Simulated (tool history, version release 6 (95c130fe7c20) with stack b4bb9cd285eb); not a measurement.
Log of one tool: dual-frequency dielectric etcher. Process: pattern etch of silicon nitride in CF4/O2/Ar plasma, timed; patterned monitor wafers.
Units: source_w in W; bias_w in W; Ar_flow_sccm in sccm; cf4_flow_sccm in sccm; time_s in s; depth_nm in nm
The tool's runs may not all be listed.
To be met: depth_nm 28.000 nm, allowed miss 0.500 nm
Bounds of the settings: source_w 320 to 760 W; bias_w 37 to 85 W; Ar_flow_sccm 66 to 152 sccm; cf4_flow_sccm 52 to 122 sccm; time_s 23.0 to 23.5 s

| run | hour | source_w | bias_w | Ar_flow_sccm | cf4_flow_sccm | time_s | depth_nm |
|---|---|---|---|---|---|---|---|
| 1 | 0.0 | 540 | 61 | 109 | 87 | 23.0 | 47.443 |
| 2 | 8.7 | 540 | 61 | 109 | 93 | 23.0 | 47.589 |
| 3 | 13.0 | 630 | 61 | 109 | 93 | 23.0 | 55.010 |
| 4 | 17.3 | 630 | 61 | 99 | 93 | 23.0 | 55.788 |
| 5 | 25.6 | 580 | 57 | 102 | 91 | 23.0 | 49.699 |
| 6 | 29.2 | 580 | 57 | 102 | 107 | 23.0 | 50.458 |
| 7 | 33.4 | 470 | 45 | 124 | 90 | 23.0 | 35.021 |
| 8 | 35.6 | 450 | 45 | 124 | 90 | 23.0 | 33.408 |
| 9 | 42.9 | 440 | 45 | 124 | 90 | 23.0 | 32.891 |
| 10 | 47.4 | 430 | 45 | 124 | 90 | 23.0 | 31.946 |
| 11 | 48.8 | 420 | 45 | 124 | 90 | 23.0 | 31.363 |
| 12 | 57.5 | 410 | 45 | 124 | 90 | 23.0 | 30.593 |
| 13 | 58.7 | 400 | 45 | 124 | 90 | 23.0 | 29.958 |
| 14 | 62.6 | 400 | 45 | 124 | 90 | 23.0 | 29.904 |
| 15 | 71.4 | 380 | 45 | 124 | 90 | 23.0 | 28.514 |

Which of these 4 next moves meets every target?
| A | 80.2 | 370 | 44 | 121 | 85 | 23.5 | ? |
| B | 80.2 | 360 | 51 | 126 | 94 | 23.0 | ? |
| C | 80.2 | 360 | 50 | 152 | 104 | 23.5 | ? |
| D | 80.2 | 410 | 40 | 126 | 83 | 23.5 | ? |

| move | depth_nm |
|---|---|
| A | 27.877 |
| B | 28.977 |
| C | 28.829 |
| D | 28.888 |
A: meets every target
B: further off than the last run
C: further off than the last run
D: further off than the last run
Answer: A
